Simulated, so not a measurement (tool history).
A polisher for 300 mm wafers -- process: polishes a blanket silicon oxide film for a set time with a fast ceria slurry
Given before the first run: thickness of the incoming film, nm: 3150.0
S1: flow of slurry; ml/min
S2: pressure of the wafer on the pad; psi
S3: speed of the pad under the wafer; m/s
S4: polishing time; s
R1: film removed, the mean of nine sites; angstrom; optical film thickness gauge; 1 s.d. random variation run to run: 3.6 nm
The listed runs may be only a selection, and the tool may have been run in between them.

run 1 day=0.000 | S1=250 S2=2.5 S3=1.16 S4=27 | R1=3601.7
run 2 day=0.079 | S1=255 S2=2.7 S3=1.16 S4=27 | R1=3846.3
run 3 day=0.162 | S1=255 S2=2.7 S3=1.28 S4=27 | R1=4148.0
run 4 day=0.188 | S1=255 S2=2.8 S3=1.28 S4=27 | R1=4281.1
run 5 day=0.450 | S1=255 S2=2.8 S3=1.28 S4=24 | R1=3833.9
run 6 day=0.596 | S1=300 S2=2.8 S3=1.28 S4=24 | R1=3917.0
run 7 day=0.846 | S1=300 S2=3.0 S3=1.28 S4=24 | R1=4212.3
run 8 day=1.054 | S1=300 S2=3.1 S3=1.28 S4=24 | R1=4325.6
run 9 day=1.425 | S1=300 S2=3.2 S3=1.28 S4=24 | R1=4490.3

What will run 10 give?
run 10 day=1.517 | S1=300 S2=3.3 S3=1.28 S4=24 | R1=?

R1: 4636.8 angstrom
